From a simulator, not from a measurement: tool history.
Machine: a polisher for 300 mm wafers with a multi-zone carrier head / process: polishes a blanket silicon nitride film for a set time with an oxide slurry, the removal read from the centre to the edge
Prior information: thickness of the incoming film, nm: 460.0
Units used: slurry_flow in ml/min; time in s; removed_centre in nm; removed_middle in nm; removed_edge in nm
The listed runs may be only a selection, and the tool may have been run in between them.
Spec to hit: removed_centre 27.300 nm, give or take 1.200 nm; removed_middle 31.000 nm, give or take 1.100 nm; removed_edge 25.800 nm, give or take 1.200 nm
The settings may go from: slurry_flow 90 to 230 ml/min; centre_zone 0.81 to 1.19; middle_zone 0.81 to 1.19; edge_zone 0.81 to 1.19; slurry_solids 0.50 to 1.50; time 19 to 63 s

Run 1, hour 0.0: slurry_flow 150 ml/min, centre_zone 1.00, middle_zone 1.00, edge_zone 1.00, slurry_solids 1.00, time 41 s. Result: removed_centre 23.237 nm, removed_middle 23.744 nm, removed_edge 22.951 nm.
Run 2, hour 6.1: slurry_flow 150 ml/min, centre_zone 1.00, middle_zone 1.00, edge_zone 1.00, slurry_solids 1.00, time 47 s. Result: removed_centre 27.050 nm, removed_middle 26.555 nm, removed_edge 26.753 nm.
Run 3, hour 11.3: slurry_flow 150 ml/min, centre_zone 1.00, middle_zone 1.00, edge_zone 1.04, slurry_solids 1.00, time 47 s. Result: removed_centre 26.718 nm, removed_middle 27.072 nm, removed_edge 26.811 nm.
Run 4, hour 14.8: slurry_flow 150 ml/min, centre_zone 1.00, middle_zone 1.00, edge_zone 0.96, slurry_solids 1.00, time 47 s. Result: removed_centre 26.741 nm, removed_middle 26.983 nm, removed_edge 26.035 nm.
Run 5, hour 21.5: slurry_flow 155 ml/min, centre_zone 1.00, middle_zone 1.02, edge_zone 0.95, slurry_solids 1.00, time 47 s. Result: removed_centre 26.556 nm, removed_middle 27.655 nm, removed_edge 26.007 nm.
Run 6, hour 24.9: slurry_flow 155 ml/min, centre_zone 1.00, middle_zone 1.02, edge_zone 0.90, slurry_solids 1.00, time 47 s. Result: removed_centre 27.042 nm, removed_middle 27.743 nm, removed_edge 25.850 nm.
Run 7, hour 33.8: slurry_flow 160 ml/min, centre_zone 1.00, middle_zone 1.04, edge_zone 0.90, slurry_solids 1.00, time 47 s. Result: removed_centre 27.470 nm, removed_middle 27.811 nm, removed_edge 25.397 nm.
Run 8, hour 38.5: slurry_flow 160 ml/min, centre_zone 0.99, middle_zone 1.06, edge_zone 0.90, slurry_solids 1.00, time 47 s. Result: removed_centre 26.466 nm, removed_middle 28.771 nm, removed_edge 26.120 nm.
Run 9, hour 45.4: slurry_flow 165 ml/min, centre_zone 0.99, middle_zone 1.07, edge_zone 0.89, slurry_solids 1.00, time 47 s. Result: removed_centre 27.371 nm, removed_middle 29.282 nm, removed_edge 24.823 nm.

Below are 4 possible settings for the next run. Only one of them brings all results inside the allowed miss of their targets. Which is it?
Run A, hour 52.3: slurry_flow 180 ml/min, centre_zone 1.04, middle_zone 1.13, edge_zone 0.87, slurry_solids 1.00, time 43 s. Result: removed_centre ?, removed_middle ?, removed_edge ?.
Run B, hour 52.3: slurry_flow 185 ml/min, centre_zone 0.98, middle_zone 1.13, edge_zone 0.91, slurry_solids 1.00, time 47 s. Result: removed_centre ?, removed_middle ?, removed_edge ?.
Run C, hour 52.3: slurry_flow 230 ml/min, centre_zone 1.08, middle_zone 1.08, edge_zone 0.87, slurry_solids 0.85, time 45 s. Result: removed_centre ?, removed_middle ?, removed_edge ?.
Run D, hour 52.3: slurry_flow 170 ml/min, centre_zone 1.01, middle_zone 1.08, edge_zone 0.90, slurry_solids 0.95, time 47 s. Result: removed_centre ?, removed_middle ?, removed_edge ?.

move  removed_centre  removed_middle  removed_edge
   A          26.032          28.208        23.207
   B          26.913          30.956        25.918
   C          27.721          27.722        23.536
   D          26.901          28.921        25.155
A: its largest miss is bigger than the last run's
B: each result inside its tolerance
C: its largest miss is bigger than the last run's
D: its largest miss is bigger than the last run's
B is the move that brings every result within its allowed miss.
